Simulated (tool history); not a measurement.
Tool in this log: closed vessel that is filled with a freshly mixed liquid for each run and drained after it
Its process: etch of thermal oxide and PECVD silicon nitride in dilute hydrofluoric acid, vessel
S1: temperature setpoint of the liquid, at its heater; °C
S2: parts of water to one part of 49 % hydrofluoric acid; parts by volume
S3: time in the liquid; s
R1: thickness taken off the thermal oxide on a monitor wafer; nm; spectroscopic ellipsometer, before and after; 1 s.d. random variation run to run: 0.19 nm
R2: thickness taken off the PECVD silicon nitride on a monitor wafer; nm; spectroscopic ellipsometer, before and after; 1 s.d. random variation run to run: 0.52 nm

run	hour	S1	S2	S3	R1	R2
1	0.0	23.0	135	1565	46.738	48.595
2	8.9	24.0	130	1550	50.184	53.583
3	12.3	24.5	125	1535	52.838	57.034
4	15.3	24.5	120	1525	54.928	58.582
5	17.2	24.5	140	1525	46.227	49.905
6	21.7	22.5	140	1525	42.928	44.861
7	25.6	26.5	110	1430	61.387	69.308

Run 8 has not been measured yet. What should we expect?
8	32.9	26.0	110	1430	?	?

R1: 60.166 nm
R2: 66.594 nm
